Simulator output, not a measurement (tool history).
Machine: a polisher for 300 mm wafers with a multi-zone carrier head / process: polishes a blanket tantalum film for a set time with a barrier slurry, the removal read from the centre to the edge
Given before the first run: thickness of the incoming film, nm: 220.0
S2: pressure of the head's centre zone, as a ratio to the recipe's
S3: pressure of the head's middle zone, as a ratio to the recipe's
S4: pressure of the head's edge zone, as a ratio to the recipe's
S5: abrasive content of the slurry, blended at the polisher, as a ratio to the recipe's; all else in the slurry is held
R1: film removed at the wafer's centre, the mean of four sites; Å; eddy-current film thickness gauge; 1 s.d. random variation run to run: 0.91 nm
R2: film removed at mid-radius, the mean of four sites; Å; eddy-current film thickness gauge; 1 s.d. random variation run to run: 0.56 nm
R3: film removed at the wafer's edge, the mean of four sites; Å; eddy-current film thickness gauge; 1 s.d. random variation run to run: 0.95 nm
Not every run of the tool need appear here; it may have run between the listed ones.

{"run": 1, "hour": 0.0, "flow of slurry (ml/min)": 220, "S2": 1, "S3": 1, "S4": 1, "S5": 1, "polishing time (s)": 44, "R1": 576.53, "R2": 559.71, "R3": 582.01}
{"run": 2, "hour": 1.8, "flow of slurry (ml/min)": 220, "S2": 0.93, "S3": 1, "S4": 1, "S5": 1, "polishing time (s)": 44, "R1": 532.28, "R2": 566.81, "R3": 572.95}
{"run": 3, "hour": 10.3, "flow of slurry (ml/min)": 230, "S2": 0.97, "S3": 1.02, "S4": 1, "S5": 1.05, "polishing time (s)": 44, "R1": 557.23, "R2": 574.59, "R3": 564.52}
{"run": 4, "hour": 14.8, "flow of slurry (ml/min)": 230, "S2": 1.01, "S3": 1.02, "S4": 1, "S5": 1.05, "polishing time (s)": 44, "R1": 583.56, "R2": 574.01, "R3": 581.03}
{"run": 5, "hour": 21.7, "flow of slurry (ml/min)": 235, "S2": 1.04, "S3": 1.03, "S4": 1, "S5": 1.1, "polishing time (s)": 45, "R1": 621.15, "R2": 604.35, "R3": 607.25}
{"run": 6, "hour": 30.2, "flow of slurry (ml/min)": 235, "S2": 1.04, "S3": 1.03, "S4": 0.94, "S5": 1.1, "polishing time (s)": 45, "R1": 626.78, "R2": 602.58, "R3": 575.71}
{"run": 7, "hour": 35.1, "flow of slurry (ml/min)": 235, "S2": 1.06, "S3": 1.04, "S4": 0.95, "S5": 1.15, "polishing time (s)": 45, "R1": 635.44, "R2": 615.95, "R3": 583.97}
{"run": 8, "hour": 37.3, "flow of slurry (ml/min)": 240, "S2": 1.08, "S3": 1.04, "S4": 0.95, "S5": 1.2, "polishing time (s)": 45, "R1": 666.69, "R2": 632.4, "R3": 596.09}
{"run": 9, "hour": 41.9, "flow of slurry (ml/min)": 245, "S2": 1.1, "S3": 1.04, "S4": 0.96, "S5": 1.25, "polishing time (s)": 45, "R1": 688.54, "R2": 627.92, "R3": 605.49}
{"run": 10, "hour": 43.9, "flow of slurry (ml/min)": 250, "S2": 1.11, "S3": 1.05, "S4": 0.97, "S5": 1.3, "polishing time (s)": 45, "R1": 695.27, "R2": 638.53, "R3": 610.43}
{"run": 11, "hour": 52.8, "flow of slurry (ml/min)": 250, "S2": 1.12, "S3": 1.05, "S4": 0.98, "S5": 1.35, "polishing time (s)": 45, "R1": 691.89, "R2": 650.61, "R3": 619.13}

Estimate the outcome of run 12 from the log above:
{"run": 12, "hour": 58.0, "flow of slurry (ml/min)": 255, "S2": 1.13, "S3": 1.05, "S4": 0.98, "S5": 1.35, "polishing time (s)": 45, "R1": "?", "R2": "?", "R3": "?"}

{"run 12": {"R1": 728.3, "R2": 639.9, "R3": 619.97}}

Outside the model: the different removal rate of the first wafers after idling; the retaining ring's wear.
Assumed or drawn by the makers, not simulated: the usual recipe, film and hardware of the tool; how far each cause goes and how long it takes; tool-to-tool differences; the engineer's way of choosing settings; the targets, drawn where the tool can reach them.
